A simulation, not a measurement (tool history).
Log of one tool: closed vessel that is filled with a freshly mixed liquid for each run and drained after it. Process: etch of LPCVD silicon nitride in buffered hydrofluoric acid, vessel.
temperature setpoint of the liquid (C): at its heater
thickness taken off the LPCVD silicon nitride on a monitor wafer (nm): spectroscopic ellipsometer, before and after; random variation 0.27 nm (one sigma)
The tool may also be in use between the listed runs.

| run | day | temperature setpoint of the liquid (C) | parts of 40 % ammonium fluoride to one part of 49 % hydrofluoric acid (parts by volume) | time in the liquid (s) | thickness taken off the LPCVD silicon nitride on a monitor wafer (nm) |
|---|---|---|---|---|---|
| 1 | 0.000 | 22.0 | 10.5 | 1590 | 18.069 |
| 2 | 0.288 | 24.5 | 10.0 | 1590 | 21.766 |
| 3 | 0.354 | 24.5 | 10.0 | 1590 | 21.371 |
| 4 | 0.488 | 24.5 | 11.5 | 1590 | 18.989 |
| 5 | 0.642 | 24.5 | 13.5 | 1590 | 15.926 |
| 6 | 0.704 | 26.5 | 13.5 | 1590 | 18.201 |

What will run 7 give?
| 7 | 0.921 | 27.5 | 12.5 | 1595 | ? |

thickness taken off the LPCVD silicon nitride on a monitor wafer (nm): 20.543
